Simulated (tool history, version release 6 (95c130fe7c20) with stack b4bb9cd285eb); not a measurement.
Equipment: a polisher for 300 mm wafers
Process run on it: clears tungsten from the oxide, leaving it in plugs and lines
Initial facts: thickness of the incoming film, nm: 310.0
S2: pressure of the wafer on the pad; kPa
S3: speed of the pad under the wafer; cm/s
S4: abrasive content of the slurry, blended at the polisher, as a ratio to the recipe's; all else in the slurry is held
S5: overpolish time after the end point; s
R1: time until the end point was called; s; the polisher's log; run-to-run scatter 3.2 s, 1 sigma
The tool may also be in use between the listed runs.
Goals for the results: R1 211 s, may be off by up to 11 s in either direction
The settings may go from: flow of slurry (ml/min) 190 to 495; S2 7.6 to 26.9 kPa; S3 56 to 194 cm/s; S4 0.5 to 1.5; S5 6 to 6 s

Run 1, hour 0: flow of slurry (ml/min) 320, S2 17.2 kPa, S3 124 cm/s, S4 1, S5 6 s. Result: R1 73.573 s.
Run 2, hour 0.9: flow of slurry (ml/min) 320, S2 17.2 kPa, S3 124 cm/s, S4 1.2, S5 6 s. Result: R1 72.39 s.
Run 3, hour 3.8: flow of slurry (ml/min) 315, S2 13.8 kPa, S3 104 cm/s, S4 1.2, S5 6 s. Result: R1 101.3 s.
Run 4, hour 9.5: flow of slurry (ml/min) 315, S2 13.8 kPa, S3 104 cm/s, S4 1.2, S5 6 s. Result: R1 102.18 s.
Run 5, hour 11.4: flow of slurry (ml/min) 315, S2 13.8 kPa, S3 104 cm/s, S4 1.1, S5 6 s. Result: R1 106.32 s.
Run 6, hour 20.3: flow of slurry (ml/min) 315, S2 11.7 kPa, S3 92 cm/s, S4 1.1, S5 6 s. Result: R1 135.46 s.
Run 7, hour 22.7: flow of slurry (ml/min) 315, S2 10.3 kPa, S3 86 cm/s, S4 1.1, S5 6 s. Result: R1 162.99 s.
Run 8, hour 30.2: flow of slurry (ml/min) 315, S2 9.7 kPa, S3 84 cm/s, S4 1.1, S5 6 s. Result: R1 175.31 s.

Which single option among these 4 for the next run brings every result within its allowed miss of target? Just one does.
Run A, hour 37.7: flow of slurry (ml/min) 380, S2 10.3 kPa, S3 68 cm/s, S4 1.3, S5 6 s. Result: R1 ?.
Run B, hour 37.7: flow of slurry (ml/min) 335, S2 9 kPa, S3 82 cm/s, S4 1.15, S5 6 s. Result: R1 ?.
Run C, hour 37.7: flow of slurry (ml/min) 320, S2 8.3 kPa, S3 76 cm/s, S4 1.3, S5 6 s. Result: R1 ?.
Run D, hour 37.7: flow of slurry (ml/min) 235, S2 9 kPa, S3 84 cm/s, S4 1.1, S5 6 s. Result: R1 ?.

move      R1
   A  185.95
   B  181.56
   C  203.15
   D  186.24
A: better than the last run, though not everything is in spec
B: better than the last run, though not everything is in spec
C: hits every target within its allowed miss
D: better than the last run, though not everything is in spec
The move that meets every target is C.
